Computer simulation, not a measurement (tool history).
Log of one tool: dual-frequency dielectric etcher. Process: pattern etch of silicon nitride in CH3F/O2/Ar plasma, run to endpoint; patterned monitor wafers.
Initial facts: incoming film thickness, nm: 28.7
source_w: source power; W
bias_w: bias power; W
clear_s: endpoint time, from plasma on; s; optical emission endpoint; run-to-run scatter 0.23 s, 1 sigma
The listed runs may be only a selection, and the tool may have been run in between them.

| run | hour | source_w | bias_w | clear_s |
|---|---|---|---|---|
| 1 | 0 | 420 | 69 | 43.672 |
| 2 | 7.3 | 390 | 69 | 45.453 |
| 3 | 13.1 | 330 | 69 | 47.963 |
| 4 | 21.6 | 280 | 69 | 51.128 |
| 5 | 24.7 | 360 | 72 | 46.628 |
| 6 | 30.3 | 430 | 72 | 43.596 |
| 7 | 38.3 | 510 | 84 | 38.049 |
| 8 | 45 | 520 | 84 | 37.982 |

Predict the results of run 9:
| 9 | 47.7 | 530 | 85 | ? |

Run 9 gave clear_s 37.742 s.
